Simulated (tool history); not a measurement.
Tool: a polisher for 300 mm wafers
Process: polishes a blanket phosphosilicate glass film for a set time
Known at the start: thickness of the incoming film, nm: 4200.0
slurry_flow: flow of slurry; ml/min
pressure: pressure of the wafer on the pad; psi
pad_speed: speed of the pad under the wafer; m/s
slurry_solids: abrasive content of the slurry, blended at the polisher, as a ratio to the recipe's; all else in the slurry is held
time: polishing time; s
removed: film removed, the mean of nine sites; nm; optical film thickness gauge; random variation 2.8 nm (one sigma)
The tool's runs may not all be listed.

{"run": 1, "day": 0.0, "slurry_flow": 315, "pressure": 3.6, "pad_speed": 0.84, "slurry_solids": 1, "time": 37, "removed": 289.03}
{"run": 2, "day": 0.158, "slurry_flow": 315, "pressure": 3.6, "pad_speed": 1.04, "slurry_solids": 1, "time": 37, "removed": 327.72}
{"run": 3, "day": 0.446, "slurry_flow": 245, "pressure": 3.6, "pad_speed": 1.04, "slurry_solids": 1, "time": 37, "removed": 324.49}
{"run": 4, "day": 0.758, "slurry_flow": 245, "pressure": 2.8, "pad_speed": 1.04, "slurry_solids": 1, "time": 37, "removed": 262.56}
{"run": 5, "day": 1.125, "slurry_flow": 245, "pressure": 2.7, "pad_speed": 1.04, "slurry_solids": 1, "time": 37, "removed": 260.24}
{"run": 6, "day": 1.15, "slurry_flow": 245, "pressure": 2.7, "pad_speed": 1.04, "slurry_solids": 1, "time": 37, "removed": 258.81}
{"run": 7, "day": 1.354, "slurry_flow": 245, "pressure": 2.6, "pad_speed": 1.04, "slurry_solids": 1, "time": 37, "removed": 258.59}
{"run": 8, "day": 1.604, "slurry_flow": 245, "pressure": 2.5, "pad_speed": 1.04, "slurry_solids": 1, "time": 37, "removed": 243.51}
{"run": 9, "day": 1.979, "slurry_flow": 245, "pressure": 2.4, "pad_speed": 1.04, "slurry_solids": 1, "time": 37, "removed": 235.78}

Forecast run 10:
{"run": 10, "day": 2.275, "slurry_flow": 245, "pressure": 2.3, "pad_speed": 1.04, "slurry_solids": 1, "time": 37, "removed": "?"}

Run 10 gave removed 232.38 nm.
